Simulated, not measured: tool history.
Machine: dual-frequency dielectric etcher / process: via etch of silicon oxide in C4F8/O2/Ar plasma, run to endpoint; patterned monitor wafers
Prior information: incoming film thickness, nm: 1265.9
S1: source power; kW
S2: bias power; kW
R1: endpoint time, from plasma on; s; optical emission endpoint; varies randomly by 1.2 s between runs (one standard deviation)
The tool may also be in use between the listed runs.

| run | hour | S1 | S2 | R1 |
|---|---|---|---|---|
| 1 | 0 | 2.46 | 1.49 | 261.49 |
| 2 | 6.1 | 2.46 | 1.737 | 250.55 |
| 3 | 6.9 | 2.67 | 1.737 | 237.31 |
| 4 | 9.5 | 2.32 | 1.737 | 259.86 |
| 5 | 15.5 | 2.69 | 1.737 | 236.57 |
| 6 | 21.4 | 2.69 | 1.957 | 227.3 |
| 7 | 23.6 | 2.45 | 1.839 | 243.65 |
| 8 | 29 | 2.25 | 1.729 | 265.92 |
| 9 | 32.2 | 2.1 | 1.692 | 281.1 |
| 10 | 40.6 | 1.98 | 1.678 | 293.39 |
| 11 | 43.4 | 1.89 | 1.67 | 306.82 |
| 12 | 49.9 | 1.83 | 1.666 | 314.07 |
| 13 | 58.6 | 1.79 | 1.663 | 319.04 |
| 14 | 61.5 | 1.79 | 1.663 | 318.64 |

What does the tool deliver on the next run?
| 15 | 68.3 | 1.47 | 1.572 | ? |

R1: 391.13 s

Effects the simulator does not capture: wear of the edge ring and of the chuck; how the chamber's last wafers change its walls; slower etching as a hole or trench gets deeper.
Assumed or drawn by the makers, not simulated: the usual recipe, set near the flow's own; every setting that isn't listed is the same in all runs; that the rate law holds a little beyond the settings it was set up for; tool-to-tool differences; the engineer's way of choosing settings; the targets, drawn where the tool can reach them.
